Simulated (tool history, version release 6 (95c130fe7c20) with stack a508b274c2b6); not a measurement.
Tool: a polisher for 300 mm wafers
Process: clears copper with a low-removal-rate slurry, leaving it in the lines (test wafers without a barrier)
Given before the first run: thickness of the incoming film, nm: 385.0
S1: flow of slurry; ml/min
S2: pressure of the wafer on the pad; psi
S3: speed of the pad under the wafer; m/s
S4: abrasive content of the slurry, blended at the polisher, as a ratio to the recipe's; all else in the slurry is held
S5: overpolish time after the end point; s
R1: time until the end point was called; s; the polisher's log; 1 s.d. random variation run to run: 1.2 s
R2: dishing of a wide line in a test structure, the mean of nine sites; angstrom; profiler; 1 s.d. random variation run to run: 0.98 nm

Run 1, day 0.000: S1 215 ml/min, S2 2.7 psi, S3 0.84 m/s, S4 1.0, S5 14 s. Result: R1 151.63 s, R2 293.73 angstrom.
Run 2, day 0.146: S1 215 ml/min, S2 2.7 psi, S3 0.84 m/s, S4 1.0, S5 10 s. Result: R1 150.57 s, R2 216.94 angstrom.
Run 3, day 0.279: S1 215 ml/min, S2 2.7 psi, S3 0.62 m/s, S4 1.0, S5 10 s. Result: R1 205.29 s, R2 171.67 angstrom.
Run 4, day 0.475: S1 215 ml/min, S2 2.9 psi, S3 0.70 m/s, S4 1.0, S5 13 s. Result: R1 173.98 s, R2 253.06 angstrom.
Run 5, day 0.525: S1 215 ml/min, S2 2.6 psi, S3 0.70 m/s, S4 1.0, S5 13 s. Result: R1 189.26 s, R2 231.21 angstrom.
Run 6, day 0.842: S1 215 ml/min, S2 2.6 psi, S3 0.50 m/s, S4 1.0, S5 13 s. Result: R1 260.84 s, R2 169.62 angstrom.
Run 7, day 1.196: S1 215 ml/min, S2 3.0 psi, S3 0.60 m/s, S4 1.0, S5 14 s. Result: R1 187.62 s, R2 249.97 angstrom.
Run 8, day 1.508: S1 215 ml/min, S2 3.3 psi, S3 0.66 m/s, S4 1.0, S5 15 s. Result: R1 157.31 s, R2 300.45 angstrom.
Run 9, day 1.667: S1 215 ml/min, S2 3.5 psi, S3 0.72 m/s, S4 1.0, S5 16 s. Result: R1 139.14 s, R2 373.42 angstrom.

Predict the results of run 10:
Run 10, day 1.821: S1 215 ml/min, S2 3.5 psi, S3 0.72 m/s, S4 1.0, S5 16 s. Result: R1 ?, R2 ?.

{"run 10": {"R1": 138.35, "R2": 367.79}}
